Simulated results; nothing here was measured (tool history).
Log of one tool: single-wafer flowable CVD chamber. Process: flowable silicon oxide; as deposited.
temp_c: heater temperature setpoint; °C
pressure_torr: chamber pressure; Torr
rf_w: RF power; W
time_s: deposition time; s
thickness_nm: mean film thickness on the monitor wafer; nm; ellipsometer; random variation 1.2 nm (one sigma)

run    day  temp_c  pressure_torr  rf_w  time_s  thickness_nm
  1  0.000     110          0.618  2420     600        180.49
  2  0.050     110          0.618  2420     570        171.67
  3  0.158     109          0.618  2420     570        174.74
  4  0.471     108          0.618  2420     570        180.44
  5  0.625     108          0.618  2635     570        184.77
  6  0.662     107          0.618  2635     570        189.74

Run 7 comes next. What will it give?
  7  0.979     106          0.618  2635     570             ?

Run 7 gave thickness_nm 195.24 nm.
